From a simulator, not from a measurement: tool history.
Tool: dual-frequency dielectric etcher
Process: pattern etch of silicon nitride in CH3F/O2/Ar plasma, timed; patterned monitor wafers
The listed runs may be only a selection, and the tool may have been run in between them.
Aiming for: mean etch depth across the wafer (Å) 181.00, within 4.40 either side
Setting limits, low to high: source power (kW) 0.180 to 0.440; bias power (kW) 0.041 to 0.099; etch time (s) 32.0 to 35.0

run	day	source power (kW)	bias power (kW)	etch time (s)	mean etch depth across the wafer (Å)
1	0.000	0.310	0.070	35.0	215.26
2	0.229	0.350	0.070	35.0	231.71
3	0.333	0.310	0.068	35.0	215.78
4	0.679	0.280	0.066	35.0	198.83
5	0.792	0.330	0.066	35.0	216.32
6	0.854	0.300	0.065	35.0	206.19
7	1.188	0.280	0.064	35.0	200.27
8	1.462	0.260	0.063	35.0	188.69

Which single option among these 5 for the next run brings every result within its allowed miss of target? Just one does.
A	1.738	0.290	0.057	34.0	?
B	1.738	0.270	0.071	33.5	?
C	1.738	0.250	0.077	33.5	?
D	1.738	0.260	0.064	35.0	?
E	1.738	0.250	0.059	35.0	?

move	mean etch depth across the wafer (Å)
A	188.22
B	191.30
C	187.98
D	188.82
E	179.56
A: nearer the targets than the last run, but a result is still out of spec
B: moves away from the targets compared with the last run
C: nearer the targets than the last run, but a result is still out of spec
D: just as far off the targets as the last run
E: meets every target
So the answer is move E, the one that meets all the targets.

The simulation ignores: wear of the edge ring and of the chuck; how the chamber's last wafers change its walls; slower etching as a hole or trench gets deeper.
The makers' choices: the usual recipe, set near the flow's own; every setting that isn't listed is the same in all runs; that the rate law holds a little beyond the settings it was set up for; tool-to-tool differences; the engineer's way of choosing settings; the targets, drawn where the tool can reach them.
